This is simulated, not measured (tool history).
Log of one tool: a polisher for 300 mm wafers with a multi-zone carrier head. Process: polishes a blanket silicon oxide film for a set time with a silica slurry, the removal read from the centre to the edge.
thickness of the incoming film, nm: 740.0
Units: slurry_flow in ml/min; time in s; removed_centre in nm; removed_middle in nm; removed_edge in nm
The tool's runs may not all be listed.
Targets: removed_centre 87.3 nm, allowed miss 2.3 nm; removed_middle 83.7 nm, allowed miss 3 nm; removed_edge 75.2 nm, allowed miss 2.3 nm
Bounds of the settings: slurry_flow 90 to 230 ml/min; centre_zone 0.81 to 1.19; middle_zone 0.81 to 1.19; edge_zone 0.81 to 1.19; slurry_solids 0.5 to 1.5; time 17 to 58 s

{"run": 1, "hour": 0.0, "slurry_flow": 150, "centre_zone": 1, "middle_zone": 1, "edge_zone": 1, "slurry_solids": 1, "time": 37, "removed_centre": 111.79, "removed_middle": 112.14, "removed_edge": 113.14}
{"run": 2, "hour": 4.5, "slurry_flow": 150, "centre_zone": 1.08, "middle_zone": 1, "edge_zone": 1, "slurry_solids": 1, "time": 37, "removed_centre": 119.59, "removed_middle": 113.49, "removed_edge": 114.36}
{"run": 3, "hour": 6.8, "slurry_flow": 180, "centre_zone": 1.08, "middle_zone": 1, "edge_zone": 1, "slurry_solids": 1, "time": 37, "removed_centre": 122.71, "removed_middle": 115.84, "removed_edge": 115.74}
{"run": 4, "hour": 7.7, "slurry_flow": 180, "centre_zone": 1.08, "middle_zone": 1, "edge_zone": 1, "slurry_solids": 1, "time": 42, "removed_centre": 139.66, "removed_middle": 131.63, "removed_edge": 130.68}
{"run": 5, "hour": 11.0, "slurry_flow": 180, "centre_zone": 1.08, "middle_zone": 1, "edge_zone": 1, "slurry_solids": 1, "time": 36, "removed_centre": 118.78, "removed_middle": 110.8, "removed_edge": 114.67}
{"run": 6, "hour": 15.7, "slurry_flow": 170, "centre_zone": 1.08, "middle_zone": 1, "edge_zone": 0.97, "slurry_solids": 0.95, "time": 36, "removed_centre": 114.45, "removed_middle": 108.82, "removed_edge": 107.75}
{"run": 7, "hour": 23.4, "slurry_flow": 165, "centre_zone": 1.08, "middle_zone": 0.99, "edge_zone": 0.95, "slurry_solids": 0.9, "time": 36, "removed_centre": 110.2, "removed_middle": 102.15, "removed_edge": 101.26}
{"run": 8, "hour": 30.7, "slurry_flow": 160, "centre_zone": 1.07, "middle_zone": 0.99, "edge_zone": 0.93, "slurry_solids": 0.85, "time": 36, "removed_centre": 103.96, "removed_middle": 96.745, "removed_edge": 95.477}
{"run": 9, "hour": 31.9, "slurry_flow": 160, "centre_zone": 1.07, "middle_zone": 0.99, "edge_zone": 0.93, "slurry_solids": 0.85, "time": 36, "removed_centre": 102.71, "removed_middle": 96.886, "removed_edge": 96.458}
{"run": 10, "hour": 33.9, "slurry_flow": 155, "centre_zone": 1.08, "middle_zone": 1, "edge_zone": 0.91, "slurry_solids": 0.8, "time": 36, "removed_centre": 96.928, "removed_middle": 91.487, "removed_edge": 89.675}
{"run": 11, "hour": 40.5, "slurry_flow": 150, "centre_zone": 1.09, "middle_zone": 1.01, "edge_zone": 0.9, "slurry_solids": 0.8, "time": 36, "removed_centre": 98.365, "removed_middle": 94.113, "removed_edge": 88.114}
{"run": 12, "hour": 43.4, "slurry_flow": 145, "centre_zone": 1.09, "middle_zone": 1.01, "edge_zone": 0.89, "slurry_solids": 0.8, "time": 36, "removed_centre": 97.98, "removed_middle": 92.574, "removed_edge": 87.896}
{"run": 13, "hour": 46.6, "slurry_flow": 140, "centre_zone": 1.09, "middle_zone": 1.01, "edge_zone": 0.88, "slurry_solids": 0.8, "time": 36, "removed_centre": 97.095, "removed_middle": 91.349, "removed_edge": 87.121}
{"run": 14, "hour": 47.5, "slurry_flow": 135, "centre_zone": 1.09, "middle_zone": 1.01, "edge_zone": 0.87, "slurry_solids": 0.8, "time": 36, "removed_centre": 97.49, "removed_middle": 90.929, "removed_edge": 85.105}
{"run": 15, "hour": 54.7, "slurry_flow": 130, "centre_zone": 1.08, "middle_zone": 1.01, "edge_zone": 0.86, "slurry_solids": 0.8, "time": 36, "removed_centre": 95.189, "removed_middle": 90.455, "removed_edge": 85.957}
{"run": 16, "hour": 56.6, "slurry_flow": 130, "centre_zone": 1.08, "middle_zone": 1.01, "edge_zone": 0.85, "slurry_solids": 0.8, "time": 36, "removed_centre": 95.299, "removed_middle": 91.887, "removed_edge": 85.354}
{"run": 17, "hour": 59.8, "slurry_flow": 110, "centre_zone": 1.11, "middle_zone": 1.02, "edge_zone": 0.81, "slurry_solids": 0.6, "time": 36, "removed_centre": 67.917, "removed_middle": 64.953, "removed_edge": 58.52}
{"run": 18, "hour": 62.2, "slurry_flow": 125, "centre_zone": 1.11, "middle_zone": 1.02, "edge_zone": 0.81, "slurry_solids": 0.6, "time": 36, "removed_centre": 69.773, "removed_middle": 67.496, "removed_edge": 59.995}
{"run": 19, "hour": 64.8, "slurry_flow": 135, "centre_zone": 1.12, "middle_zone": 1.02, "edge_zone": 0.83, "slurry_solids": 0.6, "time": 36, "removed_centre": 71.515, "removed_middle": 67.364, "removed_edge": 61.847}
{"run": 20, "hour": 67.8, "slurry_flow": 145, "centre_zone": 1.12, "middle_zone": 1.02, "edge_zone": 0.83, "slurry_solids": 0.6, "time": 36, "removed_centre": 72.64, "removed_middle": 69.582, "removed_edge": 61.541}
{"run": 21, "hour": 69.6, "slurry_flow": 155, "centre_zone": 1.12, "middle_zone": 1.01, "edge_zone": 0.83, "slurry_solids": 0.6, "time": 36, "removed_centre": 74.361, "removed_middle": 69.514, "removed_edge": 62.938}
{"run": 22, "hour": 71.4, "slurry_flow": 165, "centre_zone": 1.11, "middle_zone": 1.01, "edge_zone": 0.83, "slurry_solids": 0.6, "time": 36, "removed_centre": 73.546, "removed_middle": 70.178, "removed_edge": 62.662}
{"run": 23, "hour": 80.2, "slurry_flow": 165, "centre_zone": 1.11, "middle_zone": 1.02, "edge_zone": 0.84, "slurry_solids": 0.6, "time": 36, "removed_centre": 74.452, "removed_middle": 69.54, "removed_edge": 62.806}
{"run": 24, "hour": 82.9, "slurry_flow": 170, "centre_zone": 1.1, "middle_zone": 1.02, "edge_zone": 0.84, "slurry_solids": 0.6, "time": 36, "removed_centre": 73.906, "removed_middle": 70.063, "removed_edge": 63.972}
{"run": 25, "hour": 88.4, "slurry_flow": 170, "centre_zone": 1.1, "middle_zone": 1.03, "edge_zone": 0.85, "slurry_solids": 0.6, "time": 36, "removed_centre": 73.048, "removed_middle": 70.551, "removed_edge": 63.948}
{"run": 26, "hour": 95.7, "slurry_flow": 175, "centre_zone": 1.09, "middle_zone": 1.02, "edge_zone": 0.84, "slurry_solids": 0.65, "time": 36, "removed_centre": 82.162, "removed_middle": 77.335, "removed_edge": 71.786}
{"run": 27, "hour": 99.9, "slurry_flow": 180, "centre_zone": 1.09, "middle_zone": 1.03, "edge_zone": 0.84, "slurry_solids": 0.65, "time": 36, "removed_centre": 81.865, "removed_middle": 78.411, "removed_edge": 71.469}
{"run": 28, "hour": 101.3, "slurry_flow": 185, "centre_zone": 1.09, "middle_zone": 1.03, "edge_zone": 0.84, "slurry_solids": 0.65, "time": 36, "removed_centre": 82.393, "removed_middle": 79.029, "removed_edge": 71.946}
{"run": 29, "hour": 104.6, "slurry_flow": 190, "centre_zone": 1.09, "middle_zone": 1.03, "edge_zone": 0.84, "slurry_solids": 0.65, "time": 36, "removed_centre": 82.038, "removed_middle": 79.776, "removed_edge": 71.242}

4 next moves are on the table. One of them brings every result within its allowed miss. Which?
{"run": "A", "hour": 107.9, "slurry_flow": 160, "centre_zone": 1.01, "middle_zone": 1.04, "edge_zone": 0.81, "slurry_solids": 0.75, "time": 33, "removed_centre": "?", "removed_middle": "?", "removed_edge": "?"}
{"run": "B", "hour": 107.9, "slurry_flow": 175, "centre_zone": 1.08, "middle_zone": 1.01, "edge_zone": 0.81, "slurry_solids": 1.1, "time": 25, "removed_centre": "?", "removed_middle": "?", "removed_edge": "?"}
{"run": "C", "hour": 107.9, "slurry_flow": 205, "centre_zone": 1.15, "middle_zone": 1.11, "edge_zone": 0.82, "slurry_solids": 0.75, "time": 32, "removed_centre": "?", "removed_middle": "?", "removed_edge": "?"}
{"run": "D", "hour": 107.9, "slurry_flow": 230, "centre_zone": 1.11, "middle_zone": 1.17, "edge_zone": 0.84, "slurry_solids": 0.6, "time": 36, "removed_centre": "?", "removed_middle": "?", "removed_edge": "?"}

move=A removed_centre=82.517 removed_middle=83.921 removed_edge=72.995
move=B removed_centre=88.84 removed_middle=83.941 removed_edge=74.603
move=C removed_centre=91.49 removed_middle=89.238 removed_edge=73.056
move=D removed_centre=78.984 removed_middle=82.51 removed_edge=64.939
A: nearer than the last run, and not there yet
B: meets every target
C: takes the result that was furthest off past its target
D: further off than the last run
Answer: B

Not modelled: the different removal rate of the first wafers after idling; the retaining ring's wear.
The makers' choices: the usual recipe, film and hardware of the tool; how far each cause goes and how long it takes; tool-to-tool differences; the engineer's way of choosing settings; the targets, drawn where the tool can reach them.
